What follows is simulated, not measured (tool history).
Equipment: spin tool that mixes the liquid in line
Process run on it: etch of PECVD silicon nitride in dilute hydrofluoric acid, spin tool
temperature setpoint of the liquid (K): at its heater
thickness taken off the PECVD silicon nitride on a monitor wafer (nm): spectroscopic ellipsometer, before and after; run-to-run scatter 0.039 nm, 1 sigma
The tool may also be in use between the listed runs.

run	hour	temperature setpoint of the liquid (K)	parts of water to one part of 49 % hydrofluoric acid (parts by volume)	time under the liquid (s)	thickness taken off the PECVD silicon nitride on a monitor wafer (nm)
1	0.0	296.15	190	85	1.9939
2	5.4	298.15	175	85	2.4331
3	10.1	298.15	175	65	1.8728
4	10.9	295.65	175	65	1.5826
5	12.7	295.65	110	65	2.4895
6	14.2	297.65	105	65	2.9919
7	15.7	299.15	105	65	3.3054
8	23.1	300.15	105	65	3.5446
9	30.1	301.15	105	65	3.8056
10	31.9	301.65	105	65	3.9359
11	38.0	302.15	105	65	3.9628
12	45.9	302.65	105	65	4.1945

Run 13 comes next. What will it give?
13	47.3	303.15	105	65	?

thickness taken off the PECVD silicon nitride on a monitor wafer (nm): 4.2453
